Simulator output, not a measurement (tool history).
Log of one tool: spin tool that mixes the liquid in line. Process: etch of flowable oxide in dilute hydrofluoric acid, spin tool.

run,hour,temperature setpoint of the liquid (K),parts of water to one part of 49 % hydrofluoric acid (parts by volume),time under the liquid (s),thickness taken off the flowable oxide on a monitor wafer (Å)
1,0,299.15,90,255,756.78
2,7.3,295.65,90,255,662.17
3,16.3,295.65,90,255,661.6
4,20.6,299.15,85,255,812.91
5,22.5,302.65,85,255,926.72
6,28.1,304.15,85,255,984.28
7,29.9,305.15,85,255,1019.1
8,33.6,305.65,85,255,1045.4
9,37.3,306.15,85,255,1062.2

Forecast run 10:
10,40,307.15,75,255,?

thickness taken off the flowable oxide on a monitor wafer (Å): 1261.3
